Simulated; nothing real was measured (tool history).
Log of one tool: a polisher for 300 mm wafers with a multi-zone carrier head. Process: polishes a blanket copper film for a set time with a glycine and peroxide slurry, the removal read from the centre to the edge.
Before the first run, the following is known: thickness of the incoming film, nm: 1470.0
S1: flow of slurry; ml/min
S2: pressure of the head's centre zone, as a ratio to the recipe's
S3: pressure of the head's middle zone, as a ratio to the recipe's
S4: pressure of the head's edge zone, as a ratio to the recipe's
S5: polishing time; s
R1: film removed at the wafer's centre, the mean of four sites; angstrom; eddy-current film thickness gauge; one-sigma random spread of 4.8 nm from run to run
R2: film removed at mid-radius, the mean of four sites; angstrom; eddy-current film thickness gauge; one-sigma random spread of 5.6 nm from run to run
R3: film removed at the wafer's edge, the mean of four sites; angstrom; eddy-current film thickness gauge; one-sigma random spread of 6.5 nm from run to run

Run 1, day 0.000: S1 200 ml/min, S2 1.00, S3 1.00, S4 1.00, S5 76 s. Result: R1 3550.4 angstrom, R2 3120.7 angstrom, R3 3063.4 angstrom.
Run 2, day 0.283: S1 200 ml/min, S2 1.00, S3 1.00, S4 0.96, S5 76 s. Result: R1 3589.7 angstrom, R2 3225.9 angstrom, R3 3069.2 angstrom.
Run 3, day 0.583: S1 200 ml/min, S2 1.00, S3 1.00, S4 0.96, S5 90 s. Result: R1 4210.6 angstrom, R2 3738.9 angstrom, R3 3544.3 angstrom.
Run 4, day 0.775: S1 200 ml/min, S2 0.97, S3 1.01, S4 0.99, S5 92 s. Result: R1 4140.9 angstrom, R2 3722.7 angstrom, R3 3648.1 angstrom.
Run 5, day 1.121: S1 200 ml/min, S2 0.89, S3 1.01, S4 0.99, S5 92 s. Result: R1 3833.3 angstrom, R2 3886.2 angstrom, R3 3704.6 angstrom.
Run 6, day 1.279: S1 200 ml/min, S2 0.89, S3 1.06, S4 0.99, S5 92 s. Result: R1 3877.1 angstrom, R2 4059.5 angstrom, R3 3741.8 angstrom.

Forecast run 7:
Run 7, day 1.383: S1 200 ml/min, S2 0.88, S3 1.06, S4 1.02, S5 93 s. Result: R1 ?, R2 ?, R3 ?.

Run 7 yielded R1 3875.9 angstrom, R2 4090.7 angstrom, R3 3869.0 angstrom.

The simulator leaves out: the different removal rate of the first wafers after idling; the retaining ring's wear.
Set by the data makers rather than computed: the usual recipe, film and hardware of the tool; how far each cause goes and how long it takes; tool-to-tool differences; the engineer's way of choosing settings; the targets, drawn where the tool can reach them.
